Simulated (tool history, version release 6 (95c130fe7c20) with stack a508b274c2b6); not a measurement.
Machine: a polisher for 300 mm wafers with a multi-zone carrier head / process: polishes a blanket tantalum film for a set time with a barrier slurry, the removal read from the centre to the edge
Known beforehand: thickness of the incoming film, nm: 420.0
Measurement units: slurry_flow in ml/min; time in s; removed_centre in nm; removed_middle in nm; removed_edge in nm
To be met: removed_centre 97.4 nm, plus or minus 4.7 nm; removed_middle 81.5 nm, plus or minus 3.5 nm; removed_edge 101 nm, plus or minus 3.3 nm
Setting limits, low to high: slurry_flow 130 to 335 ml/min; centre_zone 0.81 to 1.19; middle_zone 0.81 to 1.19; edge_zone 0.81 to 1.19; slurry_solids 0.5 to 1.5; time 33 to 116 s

run  hour  slurry_flow  centre_zone  middle_zone  edge_zone  slurry_solids  time  removed_centre  removed_middle  removed_edge
  1     0          215            1            1          1              1    74          123.38          122.07        126.49
  2   3.8          205            1         0.95          1           0.85    73          112.27          106.93        116.55
  3  10.7          205         1.05         0.95          1           0.85    73          114.44          107.55        115.39
  4  17.8          195         1.06         0.91       1.01            0.8    73          113.38          99.365        113.18
  5  25.1          190         1.05         0.89          1           0.75    73          106.55            92.7        106.51
  6    27          190         1.05         0.89          1            0.8    73           110.9           95.07        110.58
  7  28.4          180         1.03         0.87       0.99            0.8    73          107.65          93.915        109.14
  8  32.9          170         1.02         0.81       1.02           0.55    71          76.639          66.941        82.582

Which single option among these 4 for the next run brings every result within its allowed miss of target? Just one does.
  A  37.4          175         0.99         0.82       0.95            0.5    62               ?               ?             ?
  B  37.4          225         0.99         0.83       1.11           0.55    90               ?               ?             ?
  C  37.4          215            1         0.81       1.01           0.55    86               ?               ?             ?
  D  37.4          180         1.19         1.15       0.81           0.55    62               ?               ?             ?

move  removed_centre  removed_middle  removed_edge
   A          62.076          53.388        64.246
   B           104.1          89.969        114.46
   C          99.745          83.732        103.88
   D          83.117          78.605         65.91
A: moves away from the targets compared with the last run
B: takes the biggest miss from the last run beyond its target
C: in spec on every target
D: moves away from the targets compared with the last run
Move C is the one to make.

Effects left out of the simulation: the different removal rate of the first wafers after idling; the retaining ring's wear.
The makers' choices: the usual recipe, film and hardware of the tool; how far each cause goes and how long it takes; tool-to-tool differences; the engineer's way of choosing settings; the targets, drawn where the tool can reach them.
